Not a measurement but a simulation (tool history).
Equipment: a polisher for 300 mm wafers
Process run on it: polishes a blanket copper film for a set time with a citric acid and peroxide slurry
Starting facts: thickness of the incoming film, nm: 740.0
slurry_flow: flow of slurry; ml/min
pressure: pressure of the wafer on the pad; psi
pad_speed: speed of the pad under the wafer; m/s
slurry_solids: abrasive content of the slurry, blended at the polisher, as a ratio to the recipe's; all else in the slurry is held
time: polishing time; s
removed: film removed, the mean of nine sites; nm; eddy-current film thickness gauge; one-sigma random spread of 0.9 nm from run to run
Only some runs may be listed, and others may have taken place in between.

run    day  slurry_flow  pressure  pad_speed  slurry_solids  time  removed
  1      0          165       2.7       1.04              1    50   100.39
  2  0.138          165       2.7       1.04            1.2    50   105.75
  3  0.271          165       3.3       1.04            1.2    50   120.88
  4  0.475          150       3.3       1.04            1.2    50   116.11
  5  0.712          150       3.3       1.04           1.35    50   119.94
  6  0.833          150       3.3       0.84           1.35    50   99.874

Run 7 has not been measured yet. What should we expect?
  7  1.088          145       2.9       0.82           1.35    50        ?

{"run 7": {"removed": 89.184}}

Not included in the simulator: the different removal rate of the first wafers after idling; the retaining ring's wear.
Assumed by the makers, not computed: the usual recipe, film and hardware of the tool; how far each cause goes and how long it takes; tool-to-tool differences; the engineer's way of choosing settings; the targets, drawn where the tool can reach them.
